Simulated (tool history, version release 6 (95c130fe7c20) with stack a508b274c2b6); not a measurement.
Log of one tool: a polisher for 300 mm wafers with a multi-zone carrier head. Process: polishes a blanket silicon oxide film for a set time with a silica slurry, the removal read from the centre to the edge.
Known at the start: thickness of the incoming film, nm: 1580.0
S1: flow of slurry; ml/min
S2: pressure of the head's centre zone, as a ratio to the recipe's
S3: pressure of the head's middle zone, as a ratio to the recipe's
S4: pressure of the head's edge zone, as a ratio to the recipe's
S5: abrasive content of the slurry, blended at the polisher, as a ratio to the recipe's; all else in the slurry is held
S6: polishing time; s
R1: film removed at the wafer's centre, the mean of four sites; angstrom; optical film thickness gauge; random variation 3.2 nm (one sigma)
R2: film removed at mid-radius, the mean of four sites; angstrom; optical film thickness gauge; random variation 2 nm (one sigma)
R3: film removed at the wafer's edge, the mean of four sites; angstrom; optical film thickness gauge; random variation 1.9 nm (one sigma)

run,day,S1,S2,S3,S4,S5,S6,R1,R2,R3
1,0.000,275,1.00,1.00,1.00,1.00,89,2278.0,2209.5,2265.5
2,0.308,275,1.00,1.00,1.00,1.00,75,1849.4,1879.8,1897.4
3,0.408,325,1.00,1.00,1.00,1.00,75,1891.2,1894.0,1900.7
4,0.675,325,1.01,1.02,1.02,1.10,75,2045.9,1989.4,2024.1
5,0.733,325,1.07,1.02,1.02,1.10,75,2183.5,2017.5,2019.2
6,0.938,325,1.03,1.02,1.02,1.10,75,2055.9,2002.8,2035.6
7,1.262,325,1.03,1.05,1.02,1.15,76,2151.3,2119.1,2122.1

The next listed run, before its measurement:
8,1.346,325,1.03,1.07,1.01,1.20,76,?,?,?

Run 8 gave R1 2199.5 angstrom, R2 2181.0 angstrom, R3 2113.5 angstrom.
